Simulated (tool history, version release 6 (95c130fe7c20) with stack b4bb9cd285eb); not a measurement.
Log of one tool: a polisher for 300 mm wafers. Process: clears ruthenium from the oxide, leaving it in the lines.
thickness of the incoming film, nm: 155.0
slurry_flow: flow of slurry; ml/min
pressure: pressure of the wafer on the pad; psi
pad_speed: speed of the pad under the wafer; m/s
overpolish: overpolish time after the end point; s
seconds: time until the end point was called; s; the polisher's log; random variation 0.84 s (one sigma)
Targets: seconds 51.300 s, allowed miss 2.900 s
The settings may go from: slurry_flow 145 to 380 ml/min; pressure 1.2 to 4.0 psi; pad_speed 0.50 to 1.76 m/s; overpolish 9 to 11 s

{"run": 1, "hour": 0.0, "slurry_flow": 245, "pressure": 2.6, "pad_speed": 1.12, "overpolish": 11, "seconds": 85.18}
{"run": 2, "hour": 5.4, "slurry_flow": 245, "pressure": 2.6, "pad_speed": 1.0, "overpolish": 11, "seconds": 90.109}
{"run": 3, "hour": 9.9, "slurry_flow": 245, "pressure": 2.0, "pad_speed": 1.0, "overpolish": 11, "seconds": 106.14}
{"run": 4, "hour": 16.2, "slurry_flow": 305, "pressure": 2.0, "pad_speed": 1.0, "overpolish": 11, "seconds": 102.95}
{"run": 5, "hour": 19.4, "slurry_flow": 305, "pressure": 2.4, "pad_speed": 1.0, "overpolish": 11, "seconds": 92.325}
{"run": 6, "hour": 25.1, "slurry_flow": 310, "pressure": 2.9, "pad_speed": 1.08, "overpolish": 11, "seconds": 76.648}
{"run": 7, "hour": 34.0, "slurry_flow": 310, "pressure": 3.2, "pad_speed": 1.14, "overpolish": 11, "seconds": 67.553}
{"run": 8, "hour": 41.2, "slurry_flow": 310, "pressure": 3.4, "pad_speed": 1.18, "overpolish": 11, "seconds": 63.614}
{"run": 9, "hour": 43.6, "slurry_flow": 310, "pressure": 3.6, "pad_speed": 1.22, "overpolish": 11, "seconds": 59.901}
{"run": 10, "hour": 44.7, "slurry_flow": 310, "pressure": 3.7, "pad_speed": 1.26, "overpolish": 11, "seconds": 57.438}
{"run": 11, "hour": 52.2, "slurry_flow": 310, "pressure": 3.8, "pad_speed": 1.28, "overpolish": 11, "seconds": 54.73}

Which of these 5 next moves meets every target?
{"run": "A", "hour": 59.7, "slurry_flow": 305, "pressure": 4.0, "pad_speed": 1.56, "overpolish": 10, "seconds": "?"}
{"run": "B", "hour": 59.7, "slurry_flow": 295, "pressure": 3.9, "pad_speed": 1.6, "overpolish": 9, "seconds": "?"}
{"run": "C", "hour": 59.7, "slurry_flow": 330, "pressure": 4.0, "pad_speed": 1.58, "overpolish": 11, "seconds": "?"}
{"run": "D", "hour": 59.7, "slurry_flow": 355, "pressure": 3.6, "pad_speed": 1.28, "overpolish": 11, "seconds": "?"}
{"run": "E", "hour": 59.7, "slurry_flow": 320, "pressure": 3.9, "pad_speed": 1.4, "overpolish": 9, "seconds": "?"}

move=A seconds=44.865
move=B seconds=45.005
move=C seconds=44.166
move=D seconds=56.050
move=E seconds=49.562
A: takes the result that was furthest off past its target
B: takes the result that was furthest off past its target
C: takes the result that was furthest off past its target
D: further off than the last run
E: meets every target
Answer: E

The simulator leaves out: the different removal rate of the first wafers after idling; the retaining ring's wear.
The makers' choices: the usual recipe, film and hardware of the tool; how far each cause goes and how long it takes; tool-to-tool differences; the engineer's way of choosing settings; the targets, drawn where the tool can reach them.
